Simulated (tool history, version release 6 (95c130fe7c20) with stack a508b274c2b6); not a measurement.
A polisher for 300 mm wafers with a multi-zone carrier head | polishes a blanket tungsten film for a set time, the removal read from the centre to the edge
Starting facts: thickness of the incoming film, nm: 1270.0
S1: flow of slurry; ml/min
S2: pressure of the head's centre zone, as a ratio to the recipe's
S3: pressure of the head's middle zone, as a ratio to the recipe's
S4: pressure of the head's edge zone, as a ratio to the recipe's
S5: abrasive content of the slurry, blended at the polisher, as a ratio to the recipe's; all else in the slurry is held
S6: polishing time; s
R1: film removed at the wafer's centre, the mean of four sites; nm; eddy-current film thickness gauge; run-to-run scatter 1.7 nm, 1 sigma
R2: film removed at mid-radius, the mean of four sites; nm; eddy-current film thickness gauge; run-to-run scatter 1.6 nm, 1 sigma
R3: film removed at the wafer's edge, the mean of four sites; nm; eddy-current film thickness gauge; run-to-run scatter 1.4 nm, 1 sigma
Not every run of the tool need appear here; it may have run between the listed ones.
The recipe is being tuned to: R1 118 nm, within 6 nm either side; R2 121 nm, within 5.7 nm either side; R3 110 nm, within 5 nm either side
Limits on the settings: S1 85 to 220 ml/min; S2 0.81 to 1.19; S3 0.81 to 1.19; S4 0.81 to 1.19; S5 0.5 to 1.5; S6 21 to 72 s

{"run": 1, "hour": 0.0, "S1": 140, "S2": 1, "S3": 1, "S4": 1, "S5": 1, "S6": 46, "R1": 190.03, "R2": 186.19, "R3": 190.17}
{"run": 2, "hour": 6.9, "S1": 140, "S2": 0.93, "S3": 1, "S4": 1, "S5": 1, "S6": 46, "R1": 179.07, "R2": 192.24, "R3": 189.5}
{"run": 3, "hour": 15.6, "S1": 140, "S2": 0.93, "S3": 0.96, "S4": 1, "S5": 1, "S6": 46, "R1": 176.52, "R2": 184.75, "R3": 188.74}
{"run": 4, "hour": 16.8, "S1": 140, "S2": 0.93, "S3": 0.93, "S4": 1, "S5": 1, "S6": 46, "R1": 177.01, "R2": 179.25, "R3": 186.36}
{"run": 5, "hour": 24.8, "S1": 140, "S2": 0.93, "S3": 0.93, "S4": 0.94, "S5": 1, "S6": 46, "R1": 171.31, "R2": 185.73, "R3": 181.5}
{"run": 6, "hour": 28.1, "S1": 140, "S2": 0.95, "S3": 0.93, "S4": 0.92, "S5": 0.95, "S6": 44, "R1": 169.42, "R2": 170.09, "R3": 175.06}
{"run": 7, "hour": 36.2, "S1": 145, "S2": 0.96, "S3": 0.97, "S4": 0.9, "S5": 0.95, "S6": 40, "R1": 158.64, "R2": 160.46, "R3": 154.18}
{"run": 8, "hour": 42.2, "S1": 145, "S2": 0.95, "S3": 0.98, "S4": 0.89, "S5": 0.9, "S6": 38, "R1": 152.27, "R2": 150.81, "R3": 143.79}
{"run": 9, "hour": 51.0, "S1": 120, "S2": 0.85, "S3": 1.04, "S4": 0.83, "S5": 0.65, "S6": 32, "R1": 100.47, "R2": 121.56, "R3": 105.59}
{"run": 10, "hour": 57.3, "S1": 125, "S2": 0.86, "S3": 1.03, "S4": 0.83, "S5": 0.65, "S6": 32, "R1": 101.74, "R2": 119.25, "R3": 105.98}
{"run": 11, "hour": 57.8, "S1": 130, "S2": 0.87, "S3": 1.03, "S4": 0.83, "S5": 0.65, "S6": 32, "R1": 106.41, "R2": 119.86, "R3": 107.15}
{"run": 12, "hour": 60.2, "S1": 135, "S2": 0.88, "S3": 1.03, "S4": 0.83, "S5": 0.65, "S6": 32, "R1": 103.48, "R2": 119.47, "R3": 109.82}
{"run": 13, "hour": 61.3, "S1": 135, "S2": 0.9, "S3": 1.03, "S4": 0.83, "S5": 0.65, "S6": 32, "R1": 108.09, "R2": 122.85, "R3": 110.21}

Of the 5 settings listed for the next run, only one would bring every result within its allowed miss of target. Which one?
{"run": "A", "hour": 62.4, "S1": 130, "S2": 0.89, "S3": 1.01, "S4": 0.81, "S5": 0.85, "S6": 29, "R1": "?", "R2": "?", "R3": "?"}
{"run": "B", "hour": 62.4, "S1": 140, "S2": 0.86, "S3": 1.13, "S4": 0.89, "S5": 0.7, "S6": 29, "R1": "?", "R2": "?", "R3": "?"}
{"run": "C", "hour": 62.4, "S1": 160, "S2": 0.81, "S3": 0.97, "S4": 0.91, "S5": 0.5, "S6": 35, "R1": "?", "R2": "?", "R3": "?"}
{"run": "D", "hour": 62.4, "S1": 85, "S2": 0.89, "S3": 1.13, "S4": 0.85, "S5": 0.5, "S6": 36, "R1": "?", "R2": "?", "R3": "?"}
{"run": "E", "hour": 62.4, "S1": 145, "S2": 0.97, "S3": 0.98, "S4": 0.81, "S5": 0.75, "S6": 32, "R1": "?", "R2": "?", "R3": "?"}

move=A R1=102.12 R2=113.72 R3=102.2
move=B R1=96.168 R2=118.21 R3=102.67
move=C R1=104.47 R2=122.67 R3=117.89
move=D R1=101.18 R2=122.46 R3=107.56
move=E R1=120.6 R2=121.88 R3=111.04
A: lands further from the targets than the last run did
B: lands further from the targets than the last run did
C: lands further from the targets than the last run did
D: lands further from the targets than the last run did
E: meets every target
Correct choice: E, which meets every target
